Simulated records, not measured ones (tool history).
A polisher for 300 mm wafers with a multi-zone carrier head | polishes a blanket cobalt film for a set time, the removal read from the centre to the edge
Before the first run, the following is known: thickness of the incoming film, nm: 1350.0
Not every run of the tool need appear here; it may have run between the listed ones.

run,hour,flow of slurry (ml/min),pressure of the head's centre zone,pressure of the head's middle zone,pressure of the head's edge zone,polishing time (s),film removed at the wafer's centre (Å),film removed at mid-radius (Å),film removed at the wafer's edge (Å)
1,0.0,130,1.00,1.00,1.00,74,3491.1,3449.6,3518.2
2,8.3,130,1.00,1.00,0.96,74,3482.5,3518.2,3419.5
3,16.3,135,1.01,1.02,0.99,78,3840.5,3829.0,3678.6
4,23.2,135,1.01,1.02,0.99,60,2892.1,2920.3,2846.9
5,23.9,140,1.01,1.03,1.01,66,3209.1,3324.6,3232.6
6,24.5,140,0.96,1.03,1.01,66,3101.1,3268.4,3145.1
7,26.0,145,0.98,1.04,1.04,71,3451.9,3618.4,3441.6
8,26.6,140,0.98,1.05,1.06,76,3613.7,3792.5,3771.1
9,35.5,140,1.00,1.07,1.08,79,3809.9,4097.5,3893.7

Estimate the outcome of run 10 from the log above:
10,36.4,145,1.01,1.07,1.09,82,?,?,?

film removed at the wafer's centre (Å): 4057.5
film removed at mid-radius (Å): 4182.6
film removed at the wafer's edge (Å): 4092.3
